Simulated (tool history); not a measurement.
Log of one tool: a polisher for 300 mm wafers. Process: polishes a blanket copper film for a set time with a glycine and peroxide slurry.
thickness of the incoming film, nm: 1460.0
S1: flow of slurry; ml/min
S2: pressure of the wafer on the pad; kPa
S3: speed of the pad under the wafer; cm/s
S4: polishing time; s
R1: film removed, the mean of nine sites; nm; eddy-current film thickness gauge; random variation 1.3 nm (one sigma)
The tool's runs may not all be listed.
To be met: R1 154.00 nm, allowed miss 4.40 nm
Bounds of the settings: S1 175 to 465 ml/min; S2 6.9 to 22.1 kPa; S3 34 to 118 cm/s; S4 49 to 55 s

{"run": 1, "day": 0.0, "S1": 295, "S2": 14.5, "S3": 76, "S4": 55, "R1": 174.2}
{"run": 2, "day": 0.092, "S1": 295, "S2": 13.8, "S3": 76, "S4": 55, "R1": 169.31}
{"run": 3, "day": 0.45, "S1": 295, "S2": 13.8, "S3": 92, "S4": 55, "R1": 188.36}
{"run": 4, "day": 0.525, "S1": 295, "S2": 13.8, "S3": 86, "S4": 55, "R1": 181.33}
{"run": 5, "day": 0.888, "S1": 295, "S2": 13.8, "S3": 78, "S4": 55, "R1": 171.53}
{"run": 6, "day": 1.125, "S1": 330, "S2": 13.8, "S3": 78, "S4": 55, "R1": 174.09}
{"run": 7, "day": 1.238, "S1": 325, "S2": 13.8, "S3": 78, "S4": 55, "R1": 169.31}
{"run": 8, "day": 1.521, "S1": 325, "S2": 12.4, "S3": 78, "S4": 55, "R1": 161.83}

Which of these 5 next moves meets every target?
{"run": "A", "day": 1.804, "S1": 285, "S2": 14.5, "S3": 86, "S4": 52, "R1": "?"}
{"run": "B", "day": 1.804, "S1": 340, "S2": 14.5, "S3": 82, "S4": 53, "R1": "?"}
{"run": "C", "day": 1.804, "S1": 330, "S2": 9.7, "S3": 102, "S4": 55, "R1": "?"}
{"run": "D", "day": 1.804, "S1": 315, "S2": 13.8, "S3": 82, "S4": 52, "R1": "?"}
{"run": "E", "day": 1.804, "S1": 395, "S2": 13.1, "S3": 74, "S4": 51, "R1": "?"}

move=A R1=176.41
move=B R1=177.99
move=C R1=165.01
move=D R1=168.43
move=E R1=154.61
A: further off than the last run
B: further off than the last run
C: further off than the last run
D: further off than the last run
E: meets every target
Move E is the one to make.

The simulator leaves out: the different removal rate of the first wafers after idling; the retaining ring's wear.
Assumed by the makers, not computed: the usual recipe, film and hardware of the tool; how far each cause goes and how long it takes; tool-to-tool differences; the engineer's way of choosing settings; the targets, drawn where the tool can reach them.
